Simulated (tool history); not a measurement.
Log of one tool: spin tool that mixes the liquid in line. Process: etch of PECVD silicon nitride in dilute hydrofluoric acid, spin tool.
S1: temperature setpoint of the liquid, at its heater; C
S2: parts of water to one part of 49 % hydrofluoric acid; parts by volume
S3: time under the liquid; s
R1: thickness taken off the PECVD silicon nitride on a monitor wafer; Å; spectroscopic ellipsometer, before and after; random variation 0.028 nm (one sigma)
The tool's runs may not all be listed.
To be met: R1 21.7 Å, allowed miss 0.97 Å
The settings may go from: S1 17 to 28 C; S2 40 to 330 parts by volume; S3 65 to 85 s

{"run": 1, "hour": 0.0, "S1": 20, "S2": 185, "S3": 85, "R1": 11.435}
{"run": 2, "hour": 1.0, "S1": 18.5, "S2": 185, "S3": 85, "R1": 10.325}
{"run": 3, "hour": 3.6, "S1": 17, "S2": 185, "S3": 85, "R1": 9.5938}
{"run": 4, "hour": 5.4, "S1": 20.5, "S2": 170, "S3": 85, "R1": 12.54}
{"run": 5, "hour": 10.4, "S1": 22.5, "S2": 160, "S3": 85, "R1": 15.53}
{"run": 6, "hour": 18.7, "S1": 24, "S2": 160, "S3": 85, "R1": 17.118}
{"run": 7, "hour": 23.2, "S1": 24, "S2": 160, "S3": 85, "R1": 17.044}
{"run": 8, "hour": 25.1, "S1": 25, "S2": 160, "S3": 85, "R1": 18.031}
{"run": 9, "hour": 29.2, "S1": 26, "S2": 160, "S3": 85, "R1": 19.422}
{"run": 10, "hour": 32.0, "S1": 26.5, "S2": 160, "S3": 85, "R1": 19.947}
{"run": 11, "hour": 40.1, "S1": 27, "S2": 160, "S3": 85, "R1": 20.331}

5 next moves are on the table. One of them brings every result within its allowed miss. Which?
{"run": "A", "hour": 48.2, "S1": 28, "S2": 160, "S3": 85, "R1": "?"}
{"run": "B", "hour": 48.2, "S1": 27.5, "S2": 180, "S3": 85, "R1": "?"}
{"run": "C", "hour": 48.2, "S1": 28, "S2": 190, "S3": 85, "R1": "?"}
{"run": "D", "hour": 48.2, "S1": 28, "S2": 185, "S3": 85, "R1": "?"}
{"run": "E", "hour": 48.2, "S1": 27.5, "S2": 130, "S3": 65, "R1": "?"}

move=A R1=22.398
move=B R1=19.288
move=C R1=18.835
move=D R1=19.349
move=E R1=20.449
A: meets every target
B: further off than the last run
C: further off than the last run
D: further off than the last run
E: nearer than the last run, and not there yet
Move A is the one to make.
